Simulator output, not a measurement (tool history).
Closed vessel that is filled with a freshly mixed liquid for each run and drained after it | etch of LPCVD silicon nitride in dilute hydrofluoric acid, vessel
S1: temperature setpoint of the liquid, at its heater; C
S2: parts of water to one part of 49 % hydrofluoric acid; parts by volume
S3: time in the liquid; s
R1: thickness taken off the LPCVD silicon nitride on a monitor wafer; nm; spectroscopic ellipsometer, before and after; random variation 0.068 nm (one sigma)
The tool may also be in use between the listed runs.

run 1 hour=0 | S1=22 S2=65 S3=1190 | R1=7.2379
run 2 hour=3.4 | S1=19 S2=65 S3=1190 | R1=5.9554
run 3 hour=4.8 | S1=19 S2=50 S3=1190 | R1=7.5841
run 4 hour=13.6 | S1=21.5 S2=50 S3=1190 | R1=9.0391
run 5 hour=22.5 | S1=21.5 S2=50 S3=1270 | R1=9.6949
run 6 hour=28 | S1=21.5 S2=35 S3=1270 | R1=13.577
run 7 hour=30.4 | S1=21 S2=35 S3=1270 | R1=13.132

Run 8 comes next. What will it give?
run 8 hour=35.5 | S1=20 S2=35 S3=1270 | R1=?

Run 8 gave R1 12.182 nm.
